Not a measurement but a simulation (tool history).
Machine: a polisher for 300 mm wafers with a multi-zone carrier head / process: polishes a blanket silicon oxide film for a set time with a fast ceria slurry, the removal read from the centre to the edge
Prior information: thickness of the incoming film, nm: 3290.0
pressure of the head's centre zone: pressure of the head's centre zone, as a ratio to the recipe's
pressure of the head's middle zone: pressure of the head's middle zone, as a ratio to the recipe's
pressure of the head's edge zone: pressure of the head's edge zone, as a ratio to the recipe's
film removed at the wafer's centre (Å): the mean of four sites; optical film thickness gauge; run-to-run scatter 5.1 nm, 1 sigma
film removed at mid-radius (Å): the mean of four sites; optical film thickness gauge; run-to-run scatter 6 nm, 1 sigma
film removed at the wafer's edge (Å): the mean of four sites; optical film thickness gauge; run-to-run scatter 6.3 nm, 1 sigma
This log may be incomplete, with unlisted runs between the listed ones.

| run | day | flow of slurry (ml/min) | pressure of the head's centre zone | pressure of the head's middle zone | pressure of the head's edge zone | polishing time (s) | film removed at the wafer's centre (Å) | film removed at mid-radius (Å) | film removed at the wafer's edge (Å) |
|---|---|---|---|---|---|---|---|---|---|
| 1 | 0.000 | 290 | 1.00 | 1.00 | 1.00 | 32 | 5398.0 | 5541.6 | 5223.5 |
| 2 | 0.112 | 360 | 1.00 | 1.00 | 1.00 | 32 | 5538.4 | 5719.3 | 5334.1 |
| 3 | 0.304 | 355 | 1.00 | 0.97 | 1.00 | 32 | 5609.0 | 5535.2 | 5368.4 |
| 4 | 0.492 | 290 | 1.00 | 0.97 | 1.00 | 32 | 5362.0 | 5446.7 | 5236.4 |
| 5 | 0.525 | 290 | 1.00 | 0.97 | 0.93 | 32 | 5403.9 | 5356.8 | 5010.9 |
|  | 0.554 | edge zone pressure recalibrated |
| 6 | 0.554 | 290 | 1.08 | 0.97 | 0.93 | 32 | 5821.6 | 5533.7 | 5295.7 |
| 7 | 0.717 | 285 | 1.07 | 0.95 | 0.94 | 32 | 5706.0 | 5411.8 | 5301.5 |

Expected results for the next run?
| 8 | 1.075 | 285 | 1.07 | 0.95 | 0.94 | 32 | ? | ? | ? |

film removed at the wafer's centre (Å): 5829.3
film removed at mid-radius (Å): 5346.1
film removed at the wafer's edge (Å): 5221.0
